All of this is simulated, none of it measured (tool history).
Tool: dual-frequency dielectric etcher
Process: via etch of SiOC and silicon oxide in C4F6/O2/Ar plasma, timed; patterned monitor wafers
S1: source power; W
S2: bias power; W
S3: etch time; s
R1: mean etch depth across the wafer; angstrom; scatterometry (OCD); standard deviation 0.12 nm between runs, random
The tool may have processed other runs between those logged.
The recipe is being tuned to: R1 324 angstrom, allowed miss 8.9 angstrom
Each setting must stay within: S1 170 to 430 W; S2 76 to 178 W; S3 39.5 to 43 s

| run | hour | S1 | S2 | S3 | R1 |
|---|---|---|---|---|---|
| 1 | 0 | 300 | 127 | 43 | 370.68 |
| 2 | 7.3 | 300 | 127 | 43 | 372.42 |
| 3 | 12.2 | 290 | 125 | 43 | 364.95 |
| 4 | 19.7 | 290 | 133 | 43 | 374.29 |
| 5 | 27.8 | 270 | 131 | 43 | 358.93 |
| 6 | 29.2 | 310 | 131 | 43 | 379.88 |
| 7 | 34 | 290 | 129 | 43 | 367.77 |
| 8 | 40.1 | 280 | 127 | 43 | 363.21 |
| 9 | 42 | 270 | 125 | 43 | 354.48 |

Exercise: of the 5 proposed moves below, exactly one satisfies all targets within the stated allowed misses. Which move is it?
| A | 43.9 | 260 | 142 | 41 | ? |
| B | 43.9 | 230 | 166 | 43 | ? |
| C | 43.9 | 240 | 121 | 41.5 | ? |
| D | 43.9 | 280 | 115 | 41.5 | ? |
| E | 43.9 | 290 | 135 | 39.5 | ? |

| move | R1 |
|---|---|
| A | 350 |
| B | 374.35 |
| C | 325.43 |
| D | 335.93 |
| E | 342.97 |
A: better than the last run, though not everything is in spec
B: moves away from the targets compared with the last run
C: all results in spec
D: better than the last run, though not everything is in spec
E: better than the last run, though not everything is in spec
The move that meets every target is C.

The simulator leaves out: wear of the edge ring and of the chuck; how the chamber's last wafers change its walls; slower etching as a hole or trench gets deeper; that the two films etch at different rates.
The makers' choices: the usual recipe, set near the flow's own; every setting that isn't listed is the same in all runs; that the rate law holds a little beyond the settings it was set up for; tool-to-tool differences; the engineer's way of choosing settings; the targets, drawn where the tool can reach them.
